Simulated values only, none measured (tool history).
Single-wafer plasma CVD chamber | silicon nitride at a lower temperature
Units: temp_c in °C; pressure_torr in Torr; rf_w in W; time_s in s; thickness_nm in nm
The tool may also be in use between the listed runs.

run,day,temp_c,pressure_torr,rf_w,time_s,thickness_nm
1,0.000,340,2.00,225,23.3,23.424
2,0.258,340,2.00,225,23.3,23.460
3,0.562,332,2.00,225,23.3,23.491
4,0.808,332,2.10,230,23.3,24.329
5,1.025,342,2.10,230,23.3,24.213
6,1.192,342,2.20,235,23.3,24.969

The next listed run, before its measurement:
7,1.375,342,2.28,240,23.3,?

Run 7 gave thickness_nm 25.439 nm.
